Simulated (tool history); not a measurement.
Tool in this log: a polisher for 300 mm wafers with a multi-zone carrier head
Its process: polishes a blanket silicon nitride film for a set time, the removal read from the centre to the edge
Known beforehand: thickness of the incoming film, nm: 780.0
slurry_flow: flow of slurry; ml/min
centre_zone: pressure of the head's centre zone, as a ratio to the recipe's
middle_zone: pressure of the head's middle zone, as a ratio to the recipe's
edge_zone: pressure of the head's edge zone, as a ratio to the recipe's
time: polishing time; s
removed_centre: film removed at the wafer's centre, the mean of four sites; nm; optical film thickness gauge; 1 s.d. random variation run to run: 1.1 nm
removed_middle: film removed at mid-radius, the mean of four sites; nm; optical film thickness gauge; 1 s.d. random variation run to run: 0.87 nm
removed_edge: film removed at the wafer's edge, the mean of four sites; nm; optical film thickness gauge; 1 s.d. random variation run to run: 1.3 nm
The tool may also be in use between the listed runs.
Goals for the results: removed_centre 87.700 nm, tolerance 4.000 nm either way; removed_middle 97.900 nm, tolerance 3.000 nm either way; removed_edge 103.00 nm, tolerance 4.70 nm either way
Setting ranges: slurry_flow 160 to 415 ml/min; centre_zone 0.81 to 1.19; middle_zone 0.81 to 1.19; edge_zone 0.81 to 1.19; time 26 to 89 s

run  hour  slurry_flow  centre_zone  middle_zone  edge_zone  time  removed_centre  removed_middle  removed_edge
  1   0.0          265         1.00         1.00       1.00    57         105.440         103.280        104.53
  2   5.2          215         1.00         1.00       1.00    57         100.150         100.110        102.99
  3   5.8          200         0.97         1.00       1.01    57          98.746         100.460        101.72
  4   8.5          200         0.97         1.00       1.01    65         110.640         111.770        116.14
  5  16.5          200         0.97         1.06       1.01    65         113.940         118.110        115.51
  6  21.4          195         0.93         1.02       1.00    63         104.820         111.270        112.70
  7  26.0          190         0.91         1.00       1.00    61          96.105         104.600        107.41
  8  35.0          185         0.90         0.99       0.99    61          94.848         103.560        107.58
  9  37.2          185         0.89         0.98       0.98    60          94.506         101.680        106.23

4 candidate next runs follow, results not yet known. Just one meets every target within its allowed miss. Identify it.
  A  39.4          160         0.85         0.95       0.95    61               ?               ?             ?
  B  39.4          165         0.86         1.03       0.97    60               ?               ?             ?
  C  39.4          220         0.85         1.07       1.01    57               ?               ?             ?
  D  39.4          210         0.97         0.95       0.97    61               ?               ?             ?

move  removed_centre  removed_middle  removed_edge
   A          87.371          96.261        104.74
   B          87.673         102.040        104.44
   C          87.263         105.460        105.02
   D         105.750         101.280        109.82
A: in spec on every target
B: corrects the largest miss of the last run, while another result sits out of spec
C: corrects the largest miss of the last run, while another result sits out of spec
D: its largest miss is bigger than the last run's
A is the move that brings every result within its allowed miss.

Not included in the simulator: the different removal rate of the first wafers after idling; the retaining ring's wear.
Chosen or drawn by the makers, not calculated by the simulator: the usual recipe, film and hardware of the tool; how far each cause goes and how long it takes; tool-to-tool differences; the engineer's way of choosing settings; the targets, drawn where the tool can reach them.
